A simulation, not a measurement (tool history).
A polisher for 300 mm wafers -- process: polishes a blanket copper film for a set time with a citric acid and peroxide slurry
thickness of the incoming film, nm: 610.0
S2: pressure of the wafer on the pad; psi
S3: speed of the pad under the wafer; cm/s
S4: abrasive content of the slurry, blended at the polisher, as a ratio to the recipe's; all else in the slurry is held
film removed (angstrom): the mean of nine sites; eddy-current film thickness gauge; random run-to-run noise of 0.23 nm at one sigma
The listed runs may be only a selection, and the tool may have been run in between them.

{"run": 1, "day": 0.0, "flow of slurry (ml/min)": 295, "S2": 2.6, "S3": 98, "S4": 1, "polishing time (s)": 32, "film removed (angstrom)": 613.55}
{"run": 2, "day": 0.258, "flow of slurry (ml/min)": 295, "S2": 2.6, "S3": 78, "S4": 1, "polishing time (s)": 32, "film removed (angstrom)": 492.61}
{"run": 3, "day": 0.621, "flow of slurry (ml/min)": 295, "S2": 2.6, "S3": 78, "S4": 1, "polishing time (s)": 32, "film removed (angstrom)": 496.15}
{"run": 4, "day": 0.933, "flow of slurry (ml/min)": 290, "S2": 2.3, "S3": 78, "S4": 1, "polishing time (s)": 32, "film removed (angstrom)": 434.32}
{"run": 5, "day": 1.042, "flow of slurry (ml/min)": 290, "S2": 2.3, "S3": 100, "S4": 1, "polishing time (s)": 32, "film removed (angstrom)": 556.64}
{"run": 6, "day": 1.117, "flow of slurry (ml/min)": 290, "S2": 2.3, "S3": 100, "S4": 1, "polishing time (s)": 28, "film removed (angstrom)": 485.19}
{"run": 7, "day": 1.479, "flow of slurry (ml/min)": 275, "S2": 2.1, "S3": 100, "S4": 1, "polishing time (s)": 28, "film removed (angstrom)": 445.17}

For run 8, what comes out?
{"run": 8, "day": 1.825, "flow of slurry (ml/min)": 250, "S2": 2, "S3": 100, "S4": 1, "polishing time (s)": 28, "film removed (angstrom)": "?"}

film removed (angstrom): 419.85

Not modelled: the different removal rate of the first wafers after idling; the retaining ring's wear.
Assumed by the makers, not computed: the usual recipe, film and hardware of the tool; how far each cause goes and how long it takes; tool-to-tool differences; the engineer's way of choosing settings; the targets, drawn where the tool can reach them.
